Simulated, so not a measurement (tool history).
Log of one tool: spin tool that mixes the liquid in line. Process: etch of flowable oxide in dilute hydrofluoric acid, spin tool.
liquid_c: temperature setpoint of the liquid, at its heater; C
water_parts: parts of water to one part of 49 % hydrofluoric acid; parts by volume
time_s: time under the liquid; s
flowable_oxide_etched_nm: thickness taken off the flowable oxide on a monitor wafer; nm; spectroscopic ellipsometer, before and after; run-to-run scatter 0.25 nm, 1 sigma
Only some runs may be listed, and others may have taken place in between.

run  hour  liquid_c  water_parts  time_s  flowable_oxide_etched_nm
  1   0.0        24          200     260                    38.115
  2   8.1        23          200     260                    37.433
  3  15.7        23          140     260                    56.389
  4  18.6        22          150     260                    49.719
  5  20.1        21          160     260                    44.713
  6  27.5        21          160     280                    48.785

For run 7, what comes out?
  7  29.4        20          170     280                         ?

flowable_oxide_etched_nm: 43.421 nm
